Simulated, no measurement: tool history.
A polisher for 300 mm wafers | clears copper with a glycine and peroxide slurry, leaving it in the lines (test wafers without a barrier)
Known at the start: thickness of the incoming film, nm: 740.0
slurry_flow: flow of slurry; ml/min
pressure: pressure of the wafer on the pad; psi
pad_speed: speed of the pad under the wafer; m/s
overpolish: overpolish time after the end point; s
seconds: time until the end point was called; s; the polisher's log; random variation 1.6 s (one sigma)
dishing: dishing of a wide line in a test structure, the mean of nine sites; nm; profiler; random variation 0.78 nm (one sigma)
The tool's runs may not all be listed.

run  hour  slurry_flow  pressure  pad_speed  overpolish  seconds  dishing
  1   0.0          205       2.5       0.92          17   137.72   55.645
  2   4.2          205       2.0       0.92          17   155.49   50.839
  3   5.5          205       2.2       0.92          18   145.03   55.893
  4  10.8          205       2.2       0.92          13   146.33   44.054
  5  14.5          205       2.4       0.90          15   136.41   49.454
  6  17.2          205       2.4       0.94          17   136.78   55.048
  7  24.2          205       2.5       0.94          18   132.27   58.630
  8  28.2          205       2.6       0.94          19   129.41   61.165

The next listed run, before its measurement:
  9  35.1          205       2.6       0.94          20        ?        ?

seconds: 129.66 s
dishing: 62.045 nm

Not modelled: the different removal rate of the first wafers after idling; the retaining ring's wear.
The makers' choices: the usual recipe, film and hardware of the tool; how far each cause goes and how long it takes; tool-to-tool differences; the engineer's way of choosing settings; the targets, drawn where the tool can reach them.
